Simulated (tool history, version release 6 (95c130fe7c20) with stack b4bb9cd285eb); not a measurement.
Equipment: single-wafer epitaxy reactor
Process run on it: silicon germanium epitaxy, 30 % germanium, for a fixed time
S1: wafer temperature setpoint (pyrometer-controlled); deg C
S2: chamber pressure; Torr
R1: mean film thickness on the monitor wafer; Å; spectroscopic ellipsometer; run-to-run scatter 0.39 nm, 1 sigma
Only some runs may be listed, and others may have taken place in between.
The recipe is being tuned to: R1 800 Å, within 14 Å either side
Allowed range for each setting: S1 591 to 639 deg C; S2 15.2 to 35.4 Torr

run,day,S1,S2,R1
1,0,615,25.3,928.15
2,0.179,613,25.3,891.32
3,0.279,613,28.8,962.03
4,0.638,610,28.8,917.26
5,0.925,608,28.8,896.57
6,0.95,606,28.8,859.55
7,1.117,605,28.8,847.66
8,1.488,604,28.8,834.1
9,1.846,603,28.8,826.58

Next run, 4 choices. One meets every target within its allowed miss, the rest don't. Which?
A,2.204,610,26.1,?
B,2.204,601,27.3,?
C,2.204,605,25.9,?
D,2.204,603,29.5,?

move,R1
A,868.88
B,768.32
C,796.37
D,830.26
A: the biggest miss grows against the last run
B: takes the result that was furthest off past its target
C: every result lands within tolerance
D: the biggest miss grows against the last run
Correct choice: C, which meets every target
